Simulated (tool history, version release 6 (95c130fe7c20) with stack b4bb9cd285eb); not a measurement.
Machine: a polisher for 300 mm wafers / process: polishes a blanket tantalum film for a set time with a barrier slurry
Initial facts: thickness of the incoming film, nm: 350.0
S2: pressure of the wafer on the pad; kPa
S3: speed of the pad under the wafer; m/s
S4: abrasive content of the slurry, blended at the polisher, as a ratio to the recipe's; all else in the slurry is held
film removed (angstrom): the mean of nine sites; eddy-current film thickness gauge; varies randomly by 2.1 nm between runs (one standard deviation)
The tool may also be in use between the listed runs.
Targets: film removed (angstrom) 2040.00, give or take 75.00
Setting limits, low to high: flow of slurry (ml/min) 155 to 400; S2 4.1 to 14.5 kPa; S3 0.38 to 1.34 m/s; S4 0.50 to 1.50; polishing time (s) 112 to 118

run 1 day=0.000 | flow_of_slurry_(ml/min)=255 S2=9.0 S3=0.86 S4=1.00 polishing_time_(s)=112 | film_removed_(angstrom)=1136.60
run 2 day=0.288 | flow_of_slurry_(ml/min)=255 S2=9.0 S3=0.86 S4=0.90 polishing_time_(s)=112 | film_removed_(angstrom)=1102.60
run 3 day=0.383 | flow_of_slurry_(ml/min)=255 S2=9.0 S3=0.66 S4=0.90 polishing_time_(s)=112 | film_removed_(angstrom)=890.13
run 4 day=0.429 | flow_of_slurry_(ml/min)=255 S2=9.7 S3=0.68 S4=0.90 polishing_time_(s)=112 | film_removed_(angstrom)=960.03
run 5 day=0.746 | flow_of_slurry_(ml/min)=255 S2=9.7 S3=0.78 S4=0.90 polishing_time_(s)=112 | film_removed_(angstrom)=1089.80
run 6 day=0.979 | flow_of_slurry_(ml/min)=255 S2=11.7 S3=0.78 S4=0.90 polishing_time_(s)=112 | film_removed_(angstrom)=1334.50
run 7 day=1.112 | flow_of_slurry_(ml/min)=255 S2=11.7 S3=0.80 S4=0.90 polishing_time_(s)=112 | film_removed_(angstrom)=1360.50
run 8 day=1.254 | flow_of_slurry_(ml/min)=255 S2=11.7 S3=0.82 S4=0.90 polishing_time_(s)=112 | film_removed_(angstrom)=1390.20
run 9 day=1.358 | flow_of_slurry_(ml/min)=255 S2=11.7 S3=0.84 S4=0.90 polishing_time_(s)=112 | film_removed_(angstrom)=1399.70

Pick the move, out of 5, that brings all results within their allowed miss; only one does.
run A day=1.462 | flow_of_slurry_(ml/min)=220 S2=14.5 S3=0.84 S4=1.05 polishing_time_(s)=118 | film_removed_(angstrom)=?
run B day=1.462 | flow_of_slurry_(ml/min)=220 S2=14.5 S3=0.96 S4=1.00 polishing_time_(s)=112 | film_removed_(angstrom)=?
run C day=1.462 | flow_of_slurry_(ml/min)=275 S2=9.7 S3=1.00 S4=1.50 polishing_time_(s)=112 | film_removed_(angstrom)=?
run D day=1.462 | flow_of_slurry_(ml/min)=250 S2=11.7 S3=1.00 S4=0.90 polishing_time_(s)=113 | film_removed_(angstrom)=?
run E day=1.462 | flow_of_slurry_(ml/min)=225 S2=13.8 S3=0.88 S4=1.00 polishing_time_(s)=116 | film_removed_(angstrom)=?

move=A film_removed_(angstrom)=1856.20
move=B film_removed_(angstrom)=1984.20
move=C film_removed_(angstrom)=1551.40
move=D film_removed_(angstrom)=1680.80
move=E film_removed_(angstrom)=1805.70
A: gains on the last run, yet a result remains outside its allowed miss
B: hits every target within its allowed miss
C: gains on the last run, yet a result remains outside its allowed miss
D: gains on the last run, yet a result remains outside its allowed miss
E: gains on the last run, yet a result remains outside its allowed miss
Correct choice: B, which meets every target
